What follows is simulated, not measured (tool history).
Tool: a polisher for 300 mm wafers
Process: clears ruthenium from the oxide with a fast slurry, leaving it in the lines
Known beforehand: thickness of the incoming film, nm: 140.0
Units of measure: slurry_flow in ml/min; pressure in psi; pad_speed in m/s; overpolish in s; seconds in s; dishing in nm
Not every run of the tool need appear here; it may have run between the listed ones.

run  hour  slurry_flow  pressure  pad_speed  slurry_solids  overpolish  seconds  dishing
  1     0          135       1.9       0.94              1          27    58.64   53.723
  2   3.2          135       1.9       0.94            0.9          27   61.049   53.493
  3  11.7          145       2.1       0.94            0.9          24   53.931   52.328
  4    14          145       2.3       0.94            0.9          24   50.484   55.148
     18.7  -- worn pad replaced by a new one
  5  18.7          155       2.4       0.94            0.9          22   44.166   57.453
  6  22.1          155       2.4       0.94           1.05          22   41.362   60.739
  7  28.4          155       2.4       0.94           1.05          20   41.299   57.724

Expected results for the next run?
  8  29.3          155       2.4       0.94           1.05          19        ?        ?

seconds: 41.791 s
dishing: 55.12 nm
